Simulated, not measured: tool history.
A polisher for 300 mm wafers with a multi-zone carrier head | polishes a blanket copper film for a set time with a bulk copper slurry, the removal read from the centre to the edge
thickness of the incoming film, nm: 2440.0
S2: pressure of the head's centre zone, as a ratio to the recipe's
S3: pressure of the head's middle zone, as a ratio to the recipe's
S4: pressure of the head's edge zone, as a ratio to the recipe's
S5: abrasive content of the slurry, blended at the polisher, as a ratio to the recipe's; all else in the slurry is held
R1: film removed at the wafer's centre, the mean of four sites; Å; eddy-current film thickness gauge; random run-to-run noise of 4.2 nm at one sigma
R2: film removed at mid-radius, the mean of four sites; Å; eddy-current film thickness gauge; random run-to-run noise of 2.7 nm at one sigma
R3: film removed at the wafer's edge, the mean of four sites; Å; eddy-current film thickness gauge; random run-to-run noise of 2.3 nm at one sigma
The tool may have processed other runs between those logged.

Run 1, day 0.000: flow of slurry (ml/min) 315, S2 1.00, S3 1.00, S4 1.00, S5 1.00, polishing time (s) 81. Result: R1 4378.4 Å, R2 4334.7 Å, R3 4352.9 Å.
Run 2, day 0.071: flow of slurry (ml/min) 310, S2 0.99, S3 0.98, S4 1.00, S5 0.95, polishing time (s) 80. Result: R1 4173.7 Å, R2 4150.7 Å, R3 4287.5 Å.
Run 3, day 0.392: flow of slurry (ml/min) 305, S2 0.99, S3 0.96, S4 0.99, S5 0.90, polishing time (s) 79. Result: R1 4066.2 Å, R2 3945.0 Å, R3 4109.7 Å.
Run 4, day 0.608: flow of slurry (ml/min) 300, S2 0.99, S3 0.94, S4 0.99, S5 0.85, polishing time (s) 79. Result: R1 4121.1 Å, R2 3815.2 Å, R3 4085.3 Å.
Run 5, day 0.642: flow of slurry (ml/min) 300, S2 0.99, S3 0.89, S4 0.99, S5 0.85, polishing time (s) 79. Result: R1 4105.9 Å, R2 3726.1 Å, R3 4061.1 Å.
Run 6, day 0.946: flow of slurry (ml/min) 300, S2 1.04, S3 0.89, S4 0.99, S5 0.85, polishing time (s) 79. Result: R1 4292.8 Å, R2 3638.2 Å, R3 4098.7 Å.
Run 7, day 1.262: flow of slurry (ml/min) 295, S2 1.02, S3 0.88, S4 1.00, S5 0.80, polishing time (s) 78. Result: R1 4005.7 Å, R2 3576.3 Å, R3 3999.0 Å.
Run 8, day 1.508: flow of slurry (ml/min) 290, S2 1.02, S3 0.87, S4 1.01, S5 0.75, polishing time (s) 77. Result: R1 3921.3 Å, R2 3437.9 Å, R3 3844.8 Å.
Run 9, day 1.796: flow of slurry (ml/min) 285, S2 1.02, S3 0.86, S4 1.03, S5 0.70, polishing time (s) 77. Result: R1 3815.7 Å, R2 3319.2 Å, R3 3835.1 Å.
Run 10, day 1.917: flow of slurry (ml/min) 280, S2 1.01, S3 0.85, S4 1.03, S5 0.70, polishing time (s) 77. Result: R1 3850.4 Å, R2 3252.9 Å, R3 3849.9 Å.

Run 11 has not been measured yet. What should we expect?
Run 11, day 1.946: flow of slurry (ml/min) 275, S2 1.00, S3 0.85, S4 1.03, S5 0.70, polishing time (s) 77. Result: R1 ?, R2 ?, R3 ?.

{"run 11": {"R1": 3789.4, "R2": 3279.0, "R3": 3862.4}}
